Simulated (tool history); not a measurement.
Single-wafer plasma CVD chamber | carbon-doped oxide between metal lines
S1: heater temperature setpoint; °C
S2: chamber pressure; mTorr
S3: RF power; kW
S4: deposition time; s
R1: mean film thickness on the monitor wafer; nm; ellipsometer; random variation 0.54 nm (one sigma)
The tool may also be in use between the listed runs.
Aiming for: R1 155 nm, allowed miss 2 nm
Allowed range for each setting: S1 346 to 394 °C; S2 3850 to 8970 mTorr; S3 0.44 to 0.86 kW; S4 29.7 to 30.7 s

Run 1, hour 0: S1 370 °C, S2 6410 mTorr, S3 0.65 kW, S4 29.7 s. Result: R1 175.8 nm.
Run 2, hour 7: S1 372 °C, S2 6160 mTorr, S3 0.635 kW, S4 29.7 s. Result: R1 170.53 nm.
Run 3, hour 7.6: S1 372 °C, S2 7010 mTorr, S3 0.635 kW, S4 29.7 s. Result: R1 173.46 nm.
Run 4, hour 9.1: S1 372 °C, S2 7010 mTorr, S3 0.725 kW, S4 29.7 s. Result: R1 193 nm.
Run 5, hour 16.2: S1 372 °C, S2 7010 mTorr, S3 0.725 kW, S4 29.7 s. Result: R1 191.76 nm.
Run 6, hour 17: S1 374 °C, S2 6630 mTorr, S3 0.705 kW, S4 29.7 s. Result: R1 186.91 nm.
Run 7, hour 20.2: S1 375 °C, S2 6390 mTorr, S3 0.68 kW, S4 29.7 s. Result: R1 181.08 nm.
Run 8, hour 25.4: S1 375 °C, S2 6260 mTorr, S3 0.66 kW, S4 29.7 s. Result: R1 176.03 nm.
Run 9, hour 32.4: S1 376 °C, S2 6020 mTorr, S3 0.645 kW, S4 29.7 s. Result: R1 170.85 nm.
Run 10, hour 36.6: S1 376 °C, S2 6020 mTorr, S3 0.645 kW, S4 29.7 s. Result: R1 170.95 nm.
Run 11, hour 42.1: S1 378 °C, S2 5730 mTorr, S3 0.64 kW, S4 29.7 s. Result: R1 168.46 nm.

Pick the move, out of 5, that brings all results within their allowed miss; only one does.
Run A, hour 47.6: S1 374 °C, S2 7710 mTorr, S3 0.56 kW, S4 29.7 s. Result: R1 ?.
Run B, hour 47.6: S1 381 °C, S2 5100 mTorr, S3 0.62 kW, S4 29.7 s. Result: R1 ?.
Run C, hour 47.6: S1 367 °C, S2 5110 mTorr, S3 0.595 kW, S4 29.7 s. Result: R1 ?.
Run D, hour 47.6: S1 375 °C, S2 5070 mTorr, S3 0.56 kW, S4 29.7 s. Result: R1 ?.
Run E, hour 47.6: S1 375 °C, S2 6260 mTorr, S3 0.69 kW, S4 30.1 s. Result: R1 ?.

move      R1
   A  153.89
   B  158.45
   C  158.05
   D  146.62
   E  183.04
A: every result lands within tolerance
B: nearer than the last run, and not there yet
C: nearer than the last run, and not there yet
D: takes the result that was furthest off past its target
E: misses by more than the last run did
Answer: A

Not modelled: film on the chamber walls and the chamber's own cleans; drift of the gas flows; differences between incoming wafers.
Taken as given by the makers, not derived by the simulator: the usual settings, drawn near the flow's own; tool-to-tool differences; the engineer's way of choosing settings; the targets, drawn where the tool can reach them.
